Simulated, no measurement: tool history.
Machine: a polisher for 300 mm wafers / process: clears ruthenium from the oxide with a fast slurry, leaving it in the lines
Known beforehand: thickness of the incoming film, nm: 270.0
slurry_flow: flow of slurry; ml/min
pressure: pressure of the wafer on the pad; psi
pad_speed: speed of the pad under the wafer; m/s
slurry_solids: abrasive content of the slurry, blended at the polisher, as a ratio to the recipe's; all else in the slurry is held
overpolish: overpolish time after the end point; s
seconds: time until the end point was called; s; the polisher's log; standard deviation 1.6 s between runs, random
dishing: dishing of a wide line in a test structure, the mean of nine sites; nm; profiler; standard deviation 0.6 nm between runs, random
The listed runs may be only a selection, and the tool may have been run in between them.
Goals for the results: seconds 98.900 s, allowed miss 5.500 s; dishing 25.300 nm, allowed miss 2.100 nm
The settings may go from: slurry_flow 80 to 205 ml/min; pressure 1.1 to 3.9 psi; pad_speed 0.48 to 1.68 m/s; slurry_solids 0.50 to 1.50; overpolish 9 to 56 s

| run | hour | slurry_flow | pressure | pad_speed | slurry_solids | overpolish | seconds | dishing |
|---|---|---|---|---|---|---|---|---|
| 1 | 0.0 | 135 | 2.5 | 1.08 | 1.00 | 29 | 74.622 | 55.425 |
| 2 | 5.2 | 135 | 2.4 | 1.08 | 1.00 | 26 | 79.588 | 49.729 |
| 3 | 8.9 | 135 | 2.3 | 1.12 | 1.00 | 23 | 80.140 | 48.720 |
| 4 | 12.3 | 145 | 2.3 | 1.02 | 1.05 | 21 | 82.893 | 43.978 |
| 5 | 17.5 | 145 | 1.9 | 1.02 | 1.05 | 21 | 103.220 | 36.973 |
| 6 | 25.5 | 155 | 1.8 | 1.02 | 1.10 | 19 | 100.850 | 34.030 |
| 7 | 32.4 | 160 | 1.8 | 1.02 | 1.10 | 18 | 100.340 | 33.901 |
| 8 | 39.8 | 165 | 1.7 | 1.02 | 1.15 | 17 | 106.080 | 30.349 |
| 9 | 40.9 | 180 | 1.8 | 1.04 | 1.30 | 9 | 94.071 | 19.944 |
| 10 | 48.9 | 180 | 1.8 | 1.04 | 1.30 | 9 | 90.989 | 21.238 |
| 11 | 50.5 | 180 | 1.8 | 1.04 | 1.30 | 9 | 92.904 | 20.577 |
| 12 | 53.2 | 170 | 1.8 | 1.04 | 1.20 | 10 | 97.816 | 22.337 |

Consider the 4 candidate settings below. Which is the only one whose results all fall within their allowed miss of target?
| A | 55.9 | 165 | 1.8 | 1.00 | 1.30 | 16 | ? | ? |
| B | 55.9 | 165 | 2.1 | 0.86 | 1.20 | 12 | ? | ? |
| C | 55.9 | 130 | 2.3 | 0.78 | 1.40 | 15 | ? | ? |
| D | 55.9 | 135 | 1.7 | 1.22 | 0.90 | 17 | ? | ? |

| move | seconds | dishing |
|---|---|---|
| A | 99.343 | 32.419 |
| B | 101.990 | 25.395 |
| C | 100.050 | 30.717 |
| D | 102.070 | 33.235 |
A: takes the result that was furthest off past its target
B: all results in spec
C: takes the result that was furthest off past its target
D: takes the result that was furthest off past its target
Answer: B
